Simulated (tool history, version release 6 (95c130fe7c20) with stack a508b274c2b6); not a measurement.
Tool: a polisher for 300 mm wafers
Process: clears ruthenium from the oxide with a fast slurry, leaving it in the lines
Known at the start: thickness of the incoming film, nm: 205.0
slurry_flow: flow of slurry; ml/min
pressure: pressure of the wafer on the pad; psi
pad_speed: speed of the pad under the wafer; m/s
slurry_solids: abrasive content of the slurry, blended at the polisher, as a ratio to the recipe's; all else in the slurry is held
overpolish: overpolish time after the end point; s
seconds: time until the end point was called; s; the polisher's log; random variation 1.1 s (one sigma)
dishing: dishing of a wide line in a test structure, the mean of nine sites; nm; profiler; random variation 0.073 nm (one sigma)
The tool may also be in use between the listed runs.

{"run": 1, "hour": 0.0, "slurry_flow": 235, "pressure": 1.7, "pad_speed": 1.08, "slurry_solids": 1.0, "overpolish": 10, "seconds": 89.721, "dishing": 18.98}
{"run": 2, "hour": 1.0, "slurry_flow": 235, "pressure": 2.0, "pad_speed": 1.08, "slurry_solids": 1.0, "overpolish": 10, "seconds": 77.557, "dishing": 21.752}
{"run": 3, "hour": 4.6, "slurry_flow": 235, "pressure": 2.0, "pad_speed": 1.08, "slurry_solids": 1.0, "overpolish": 7, "seconds": 77.455, "dishing": 15.907}
{"run": 4, "hour": 11.1, "slurry_flow": 215, "pressure": 2.0, "pad_speed": 1.08, "slurry_solids": 1.0, "overpolish": 7, "seconds": 78.939, "dishing": 15.185}
{"run": 5, "hour": 11.8, "slurry_flow": 215, "pressure": 2.0, "pad_speed": 1.08, "slurry_solids": 1.0, "overpolish": 4, "seconds": 78.867, "dishing": 8.8539}
{"run": 6, "hour": 19.8, "slurry_flow": 215, "pressure": 2.0, "pad_speed": 1.22, "slurry_solids": 1.0, "overpolish": 4, "seconds": 70.374, "dishing": 9.9362}
{"run": 7, "hour": 22.8, "slurry_flow": 195, "pressure": 1.8, "pad_speed": 1.24, "slurry_solids": 0.95, "overpolish": 4, "seconds": 79.439, "dishing": 8.7935}
{"run": 8, "hour": 27.9, "slurry_flow": 175, "pressure": 1.6, "pad_speed": 1.32, "slurry_solids": 0.9, "overpolish": 4, "seconds": 90.159, "dishing": 8.027}
{"run": 9, "hour": 36.6, "slurry_flow": 165, "pressure": 1.4, "pad_speed": 1.42, "slurry_solids": 0.95, "overpolish": 4, "seconds": 90.867, "dishing": 7.6664}
{"run": 10, "hour": 38.0, "slurry_flow": 155, "pressure": 1.3, "pad_speed": 1.52, "slurry_solids": 0.95, "overpolish": 4, "seconds": 94.163, "dishing": 7.4118}
{"run": 11, "hour": 44.0, "slurry_flow": 150, "pressure": 1.3, "pad_speed": 1.58, "slurry_solids": 0.85, "overpolish": 4, "seconds": 97.936, "dishing": 7.1223}
{"run": 12, "hour": 46.0, "slurry_flow": 150, "pressure": 1.3, "pad_speed": 1.58, "slurry_solids": 0.85, "overpolish": 4, "seconds": 100.61, "dishing": 7.0551}

The next listed run, before its measurement:
{"run": 13, "hour": 48.4, "slurry_flow": 150, "pressure": 1.3, "pad_speed": 1.58, "slurry_solids": 0.85, "overpolish": 4, "seconds": "?", "dishing": "?"}

{"run 13": {"seconds": 97.384, "dishing": 7.135}}
